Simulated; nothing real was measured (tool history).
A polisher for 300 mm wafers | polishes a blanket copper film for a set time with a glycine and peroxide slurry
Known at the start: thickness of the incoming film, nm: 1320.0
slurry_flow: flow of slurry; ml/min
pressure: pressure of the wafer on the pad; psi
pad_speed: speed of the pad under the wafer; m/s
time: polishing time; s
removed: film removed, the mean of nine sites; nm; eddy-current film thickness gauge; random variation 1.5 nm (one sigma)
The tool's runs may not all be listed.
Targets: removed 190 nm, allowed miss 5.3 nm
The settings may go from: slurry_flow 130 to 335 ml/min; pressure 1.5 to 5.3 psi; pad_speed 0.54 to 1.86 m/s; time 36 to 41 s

run,day,slurry_flow,pressure,pad_speed,time,removed
1,0,215,3.4,1.18,41,254.63
2,0.204,210,3.1,1.18,41,233.83
3,0.55,210,3.4,1.18,41,254.66
4,0.75,210,3.4,1.18,41,254.75
5,0.783,210,3.1,1.18,41,236.02
6,1.117,210,3.7,1.18,41,273.07
7,1.188,205,3.3,1.18,41,247.25
8,1.342,205,3,1.18,41,230.39
9,1.362,205,2.8,1.18,41,215.42
10,1.662,200,2.7,1.18,41,210.03

4 next moves are on the table. One of them brings every result within its allowed miss. Which?
A,1.962,200,2.6,1.16,38,?
B,1.962,210,2.4,1.16,38,?
C,1.962,160,3,1.18,41,?
D,1.962,225,2.1,1.44,36,?

move,removed
A,186.9
B,177.53
C,219.01
D,179.94
A: meets every target
B: takes the result that was furthest off past its target
C: further off than the last run
D: takes the result that was furthest off past its target
Move A is the one to make.
